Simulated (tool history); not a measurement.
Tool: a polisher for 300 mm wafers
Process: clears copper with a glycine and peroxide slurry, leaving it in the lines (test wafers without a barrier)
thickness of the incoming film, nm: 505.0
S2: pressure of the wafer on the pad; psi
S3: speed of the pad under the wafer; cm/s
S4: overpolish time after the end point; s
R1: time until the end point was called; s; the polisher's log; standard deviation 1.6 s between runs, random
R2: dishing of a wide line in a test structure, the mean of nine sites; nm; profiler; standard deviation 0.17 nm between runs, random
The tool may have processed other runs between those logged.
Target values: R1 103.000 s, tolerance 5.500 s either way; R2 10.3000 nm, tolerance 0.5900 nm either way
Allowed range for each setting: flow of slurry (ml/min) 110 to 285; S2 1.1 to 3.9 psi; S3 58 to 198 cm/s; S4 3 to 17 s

Run 1, hour 0.0: flow of slurry (ml/min) 180, S2 2.5 psi, S3 128 cm/s, S4 9 s. Result: R1 87.472 s, R2 31.4110 nm.
Run 2, hour 2.6: flow of slurry (ml/min) 170, S2 2.3 psi, S3 132 cm/s, S4 8 s. Result: R1 90.061 s, R2 27.2570 nm.
Run 3, hour 6.5: flow of slurry (ml/min) 160, S2 2.1 psi, S3 136 cm/s, S4 7 s. Result: R1 97.160 s, R2 23.4680 nm.
Run 4, hour 10.9: flow of slurry (ml/min) 190, S2 2.1 psi, S3 136 cm/s, S4 7 s. Result: R1 96.102 s, R2 23.3630 nm.
Run 5, hour 15.6: flow of slurry (ml/min) 190, S2 2.1 psi, S3 136 cm/s, S4 8 s. Result: R1 90.415 s, R2 26.5290 nm.
Run 6, hour 18.6: flow of slurry (ml/min) 190, S2 2.1 psi, S3 136 cm/s, S4 10 s. Result: R1 91.353 s, R2 31.8320 nm.
Run 7, hour 25.8: flow of slurry (ml/min) 205, S2 1.9 psi, S3 138 cm/s, S4 9 s. Result: R1 97.689 s, R2 26.8730 nm.
Run 8, hour 34.6: flow of slurry (ml/min) 220, S2 1.8 psi, S3 142 cm/s, S4 8 s. Result: R1 97.771 s, R2 24.7040 nm.
Run 9, hour 35.7: flow of slurry (ml/min) 220, S2 1.8 psi, S3 142 cm/s, S4 8 s. Result: R1 100.370 s, R2 24.6690 nm.
Run 10, hour 36.4: flow of slurry (ml/min) 170, S2 1.1 psi, S3 158 cm/s, S4 4 s. Result: R1 140.340 s, R2 9.8948 nm.
At hour 39.2: head pressure recalibrated.
Run 11, hour 39.2: flow of slurry (ml/min) 165, S2 1.2 psi, S3 166 cm/s, S4 4 s. Result: R1 135.530 s, R2 10.3600 nm.
Run 12, hour 48.0: flow of slurry (ml/min) 215, S2 1.3 psi, S3 174 cm/s, S4 3 s. Result: R1 116.680 s, R2 9.0426 nm.

Which single option among these 4 for the next run brings every result within its allowed miss of target? Just one does.
Run A, hour 56.8: flow of slurry (ml/min) 225, S2 1.7 psi, S3 184 cm/s, S4 3 s. Result: R1 ?, R2 ?.
Run B, hour 56.8: flow of slurry (ml/min) 200, S2 1.9 psi, S3 138 cm/s, S4 3 s. Result: R1 ?, R2 ?.
Run C, hour 56.8: flow of slurry (ml/min) 235, S2 1.1 psi, S3 196 cm/s, S4 4 s. Result: R1 ?, R2 ?.
Run D, hour 56.8: flow of slurry (ml/min) 215, S2 1.8 psi, S3 166 cm/s, S4 3 s. Result: R1 ?, R2 ?.

move       R1       R2
   A   89.625  11.4120
   B  105.370   9.8852
   C  120.680  11.1780
   D   93.673  10.9860
A: takes the biggest miss from the last run beyond its target
B: meets every target
C: its largest miss is bigger than the last run's
D: takes the biggest miss from the last run beyond its target
Correct choice: B, which meets every target
